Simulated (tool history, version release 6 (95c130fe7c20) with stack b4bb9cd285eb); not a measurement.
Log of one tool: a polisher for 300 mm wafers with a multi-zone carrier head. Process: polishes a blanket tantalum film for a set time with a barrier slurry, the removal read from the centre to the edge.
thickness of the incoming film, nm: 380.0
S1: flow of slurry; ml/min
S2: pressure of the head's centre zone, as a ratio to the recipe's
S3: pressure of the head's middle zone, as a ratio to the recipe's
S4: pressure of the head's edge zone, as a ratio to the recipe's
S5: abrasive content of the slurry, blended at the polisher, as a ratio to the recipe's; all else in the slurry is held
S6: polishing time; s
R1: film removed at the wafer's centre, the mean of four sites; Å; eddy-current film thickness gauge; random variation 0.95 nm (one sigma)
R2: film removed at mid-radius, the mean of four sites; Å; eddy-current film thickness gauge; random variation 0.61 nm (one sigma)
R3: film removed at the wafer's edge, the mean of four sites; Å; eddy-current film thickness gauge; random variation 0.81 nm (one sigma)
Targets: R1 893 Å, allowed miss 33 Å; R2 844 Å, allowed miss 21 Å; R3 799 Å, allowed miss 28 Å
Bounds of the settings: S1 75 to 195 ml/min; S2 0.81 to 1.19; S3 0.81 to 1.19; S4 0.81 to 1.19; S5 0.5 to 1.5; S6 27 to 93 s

run,hour,S1,S2,S3,S4,S5,S6,R1,R2,R3
1,0,125,1,1,1,1,59,650.05,635.13,671.48
2,6,145,1.04,1.05,1.03,1.05,59,703.44,689.94,706.62
3,13.1,145,1.04,1.05,1.03,1.25,59,719.09,703.73,740.47
4,21,145,1.04,1.12,1.03,1.25,59,717.63,743.29,716.94
5,25.1,160,1.08,1.13,1.04,1.3,59,754.03,769.55,739.86
6,32.5,160,1.08,1.08,1.04,1.3,59,745.66,754.29,748.97
7,38.8,195,1.17,1.15,1.06,1.4,59,857.29,830.85,775.78
8,41.1,195,1.18,1.15,1.06,1.45,59,859.64,828.94,801.4

Which of these 5 next moves meets every target?
A,43.4,175,1.19,1.13,0.97,1.5,62,?,?,?
B,43.4,185,1.11,1.18,1.07,1.5,59,?,?,?
C,43.4,195,1.18,1.12,1.11,1.35,62,?,?,?
D,43.4,175,1.04,1.11,1.07,1.5,62,?,?,?
E,43.4,145,0.99,1.14,1.02,1.5,67,?,?,?

move,R1,R2,R3
A,904.68,850.35,802.31
B,828.03,845.85,802.93
C,898.28,841.63,846.76
D,822.61,838.58,838.82
E,825.85,893.63,863.96
A: meets every target
B: further off than the last run
C: brings the result that was furthest off to its target, and leaves another outside
D: further off than the last run
E: further off than the last run
The right move is A.
